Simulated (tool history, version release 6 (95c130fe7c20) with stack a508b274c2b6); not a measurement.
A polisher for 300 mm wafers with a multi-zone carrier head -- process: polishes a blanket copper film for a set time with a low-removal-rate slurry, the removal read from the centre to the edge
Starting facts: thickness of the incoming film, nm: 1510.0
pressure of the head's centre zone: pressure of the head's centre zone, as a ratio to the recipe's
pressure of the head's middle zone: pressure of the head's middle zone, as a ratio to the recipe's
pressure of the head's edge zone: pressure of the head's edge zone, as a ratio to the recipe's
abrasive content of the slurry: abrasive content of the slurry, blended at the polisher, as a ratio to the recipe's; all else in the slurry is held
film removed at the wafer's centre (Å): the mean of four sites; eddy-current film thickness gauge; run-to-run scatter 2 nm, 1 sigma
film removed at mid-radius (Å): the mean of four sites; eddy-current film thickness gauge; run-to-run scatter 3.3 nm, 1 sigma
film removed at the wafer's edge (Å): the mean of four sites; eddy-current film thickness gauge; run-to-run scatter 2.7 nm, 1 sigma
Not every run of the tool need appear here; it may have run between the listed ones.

run  hour  flow of slurry (ml/min)  pressure of the head's centre zone  pressure of the head's middle zone  pressure of the head's edge zone  abrasive content of the slurry  polishing time (s)  film removed at the wafer's centre (Å)  film removed at mid-radius (Å)  film removed at the wafer's edge (Å)
  1   0.0                      260                                1.00                                1.00                              1.00                            1.00                  65                                  2738.1                          2791.4                                2826.9
  2   7.1                      250                                0.97                                1.02                              0.98                            1.00                  65                                  2665.4                          2907.5                                2726.1
  3  14.4                      240                                0.94                                1.01                              0.99                            1.00                  65                                  2567.2                          2828.4                                2785.5
  4  20.2                      240                                0.94                                1.01                              0.99                            1.00                  72                                  2823.0                          3114.3                                3117.3
  5  21.1                      235                                0.91                                1.00                              0.95                            0.90                  72                                  2726.8                          3020.8                                3029.6
  6  24.0                      235                                0.91                                1.00                              0.95                            0.90                  83                                  3071.2                          3508.0                                3428.8
  7  29.4                      235                                0.89                                1.01                              0.92                            0.75                  79                                  2764.1                          3209.4                                3097.8

What does the tool deliver on the next run?
  8  35.5                      235                                0.88                                1.01                              0.90                            0.65                  78                                       ?                               ?                                     ?

film removed at the wafer's centre (Å): 2608.6
film removed at mid-radius (Å): 3037.1
film removed at the wafer's edge (Å): 2967.7
